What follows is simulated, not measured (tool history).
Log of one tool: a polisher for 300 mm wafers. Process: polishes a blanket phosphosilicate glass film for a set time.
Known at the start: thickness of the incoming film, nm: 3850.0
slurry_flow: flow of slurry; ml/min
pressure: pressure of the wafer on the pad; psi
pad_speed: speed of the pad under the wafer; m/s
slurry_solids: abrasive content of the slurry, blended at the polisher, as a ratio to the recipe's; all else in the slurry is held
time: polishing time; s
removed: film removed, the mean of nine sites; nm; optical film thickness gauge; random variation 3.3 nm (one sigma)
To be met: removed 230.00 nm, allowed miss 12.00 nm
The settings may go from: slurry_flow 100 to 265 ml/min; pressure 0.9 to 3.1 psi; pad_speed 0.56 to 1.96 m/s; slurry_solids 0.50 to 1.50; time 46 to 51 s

| run | hour | slurry_flow | pressure | pad_speed | slurry_solids | time | removed |
|---|---|---|---|---|---|---|---|
| 1 | 0.0 | 170 | 2.0 | 1.26 | 1.00 | 51 | 299.53 |
| 2 | 5.0 | 170 | 2.2 | 1.26 | 1.00 | 51 | 325.95 |
| 3 | 13.4 | 170 | 2.2 | 1.38 | 1.00 | 51 | 346.86 |
| 4 | 15.1 | 170 | 2.2 | 1.12 | 1.00 | 51 | 305.51 |
| 5 | 18.7 | 170 | 2.2 | 1.44 | 1.00 | 51 | 354.33 |
| 6 | 24.2 | 170 | 1.9 | 1.42 | 1.00 | 51 | 313.18 |
| 7 | 28.8 | 170 | 1.7 | 1.40 | 1.00 | 51 | 276.15 |
| 8 | 35.8 | 170 | 1.6 | 1.40 | 1.00 | 51 | 257.68 |

Which of these 5 next moves meets every target?
| A | 42.8 | 190 | 1.5 | 1.56 | 0.95 | 51 | ? |
| B | 42.8 | 195 | 1.7 | 1.50 | 0.95 | 51 | ? |
| C | 42.8 | 155 | 1.8 | 1.62 | 0.80 | 51 | ? |
| D | 42.8 | 160 | 1.9 | 1.72 | 0.90 | 51 | ? |
| E | 42.8 | 190 | 1.4 | 1.52 | 1.10 | 47 | ? |

| move | removed |
|---|---|
| A | 254.05 |
| B | 281.13 |
| C | 271.45 |
| D | 319.31 |
| E | 232.39 |
A: nearer than the last run, and not there yet
B: further off than the last run
C: further off than the last run
D: further off than the last run
E: meets every target
Move E is the one to make.
